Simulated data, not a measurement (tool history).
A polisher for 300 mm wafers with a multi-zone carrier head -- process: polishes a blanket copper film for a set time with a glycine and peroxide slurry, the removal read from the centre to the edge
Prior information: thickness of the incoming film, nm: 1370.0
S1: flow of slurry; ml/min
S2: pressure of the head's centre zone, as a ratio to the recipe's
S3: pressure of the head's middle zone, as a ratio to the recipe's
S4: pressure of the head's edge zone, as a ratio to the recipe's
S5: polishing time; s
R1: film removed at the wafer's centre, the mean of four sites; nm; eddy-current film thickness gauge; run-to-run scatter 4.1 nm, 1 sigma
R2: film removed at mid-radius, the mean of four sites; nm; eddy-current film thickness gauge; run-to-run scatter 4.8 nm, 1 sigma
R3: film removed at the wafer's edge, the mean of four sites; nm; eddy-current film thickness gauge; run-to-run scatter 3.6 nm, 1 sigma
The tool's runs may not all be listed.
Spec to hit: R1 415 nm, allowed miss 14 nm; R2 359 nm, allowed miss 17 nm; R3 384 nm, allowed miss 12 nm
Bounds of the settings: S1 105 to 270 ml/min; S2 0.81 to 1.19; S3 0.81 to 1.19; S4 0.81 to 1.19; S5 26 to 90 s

run  hour   S1    S2    S3    S4  S5      R1      R2      R3
  1     0  175     1     1     1  58  293.34  297.23  284.72
  2   8.2  175     1  1.05     1  58  288.02  307.66  286.18
  3  13.1  175     1  1.05     1  46  231.63  245.84     229
  4  17.2  175     1  1.05  1.06  46  232.01  245.03  233.05
  5  23.3  175     1  1.05  1.06  58  291.08   304.8  290.95
  6  25.3  185  1.02  1.02   1.1  62  320.99  321.52  323.05
  7  29.3  200  1.06  1.01  1.12  64  342.32   339.7  338.73
  8  29.9  205   1.1  0.98  1.14  66  383.66  345.11  355.34
  9  31.5  210  1.11  0.97  1.16  67  381.05  343.68  366.25
 10  32.3  215  1.13  0.97  1.17  67  391.77  347.12  364.52

Pick the move, out of 5, that brings all results within their allowed miss; only one does.
  A  33.1  205  1.11  1.03  1.18  68   ?   ?   ?
  B  33.1  200  1.19  1.03  1.04  69   ?   ?   ?
  C  33.1  245  1.12  0.95  1.15  70   ?   ?   ?
  D  33.1  225  1.15  0.83  1.19  71   ?   ?   ?
  E  33.1  235  1.13  1.05  1.17  62   ?   ?   ?

move      R1      R2      R3
   A  394.27  360.81  379.35
   B  427.47  364.79  360.11
   C   419.7  354.86  392.27
   D  431.84  318.49  402.55
   E  373.29  340.29  348.79
A: better than the last run, though not everything is in spec
B: brings the last run's worst result on target, with another outside its allowed miss
C: hits every target within its allowed miss
D: carries the result that was furthest off beyond its target, to the other side
E: lands further from the targets than the last run did
C is the move that brings every result within its allowed miss.
